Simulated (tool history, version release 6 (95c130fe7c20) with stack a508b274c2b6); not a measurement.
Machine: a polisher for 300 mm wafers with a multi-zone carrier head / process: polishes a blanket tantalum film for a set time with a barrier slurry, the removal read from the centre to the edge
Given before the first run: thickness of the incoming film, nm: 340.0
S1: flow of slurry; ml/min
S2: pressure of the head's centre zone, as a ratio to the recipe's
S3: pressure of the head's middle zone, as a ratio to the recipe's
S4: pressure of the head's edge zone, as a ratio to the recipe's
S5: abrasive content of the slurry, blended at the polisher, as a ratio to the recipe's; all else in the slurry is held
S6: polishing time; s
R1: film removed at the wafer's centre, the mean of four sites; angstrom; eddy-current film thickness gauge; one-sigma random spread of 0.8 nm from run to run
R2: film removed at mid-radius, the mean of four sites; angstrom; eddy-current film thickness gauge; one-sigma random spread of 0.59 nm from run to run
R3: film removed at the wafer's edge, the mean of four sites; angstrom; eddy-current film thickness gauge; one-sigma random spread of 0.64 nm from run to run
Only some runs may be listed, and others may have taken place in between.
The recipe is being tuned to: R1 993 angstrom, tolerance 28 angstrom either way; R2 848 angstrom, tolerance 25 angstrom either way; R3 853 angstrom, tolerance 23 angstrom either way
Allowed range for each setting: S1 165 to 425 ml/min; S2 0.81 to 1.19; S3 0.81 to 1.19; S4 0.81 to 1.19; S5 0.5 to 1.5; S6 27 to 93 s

run    day   S1    S2    S3    S4    S5  S6      R1      R2      R3
  1      0  275     1     1     1     1  59  986.51  1032.7  1031.4
  2  0.292  275     1  1.07     1     1  59  988.15  1100.8  1039.6
  3  0.379  305     1  1.07     1     1  59  1013.9  1110.5  1019.5
  4  0.675  325  1.01  1.02  0.97  0.95  59    1014  1054.3    1002
  5  0.983  325  1.01  1.02  0.97  0.75  59  967.83    1011  962.96
  6  1.229  325  1.01  1.02   0.9  0.75  59  970.67    1011  937.51
  7  1.292  330  1.03  0.99  0.89   0.7  59  978.71  985.25  928.05
  8  1.608  255  1.13  0.89  0.81  0.55  58  992.41     824  830.98
  9  1.808  260  1.13  0.89  0.82  0.55  58  985.15  835.82  827.33

Pick the move, out of 4, that brings all results within their allowed miss; only one does.
  A  2.008  230  1.12  0.91  0.85   0.5  60   ?   ?   ?
  B  2.008  280  1.15  0.92  0.81   0.5  57   ?   ?   ?
  C  2.008  270  1.19  0.91  0.81  0.75  53   ?   ?   ?
  D  2.008  245  1.17  0.96  0.81  0.55  55   ?   ?   ?

move      R1      R2      R3
   A  990.89  837.72  860.82
   B  989.06  820.15  813.29
   C    1012  804.42  805.96
   D  970.44  820.87  787.91
A: every result within its allowed miss
B: the biggest miss grows against the last run
C: the biggest miss grows against the last run
D: the biggest miss grows against the last run
Go with A: it meets all targets.
